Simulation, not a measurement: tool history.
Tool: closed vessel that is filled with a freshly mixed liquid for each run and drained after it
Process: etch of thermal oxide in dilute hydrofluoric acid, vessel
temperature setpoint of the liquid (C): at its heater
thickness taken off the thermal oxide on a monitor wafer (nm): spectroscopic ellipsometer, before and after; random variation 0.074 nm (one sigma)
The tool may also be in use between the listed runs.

run	hour	temperature setpoint of the liquid (C)	parts of water to one part of 49 % hydrofluoric acid (parts by volume)	time in the liquid (s)	thickness taken off the thermal oxide on a monitor wafer (nm)
1	0	22	150	155	4.3944
2	8.5	23.5	150	155	4.6619
3	11.6	24.5	150	155	4.8848
4	17.7	24.5	150	155	4.7907
5	20.8	24.5	150	155	4.8239
6	27.6	24.5	180	155	3.9098

Forecast run 7:
7	29.2	26	155	155	?

thickness taken off the thermal oxide on a monitor wafer (nm): 4.9823

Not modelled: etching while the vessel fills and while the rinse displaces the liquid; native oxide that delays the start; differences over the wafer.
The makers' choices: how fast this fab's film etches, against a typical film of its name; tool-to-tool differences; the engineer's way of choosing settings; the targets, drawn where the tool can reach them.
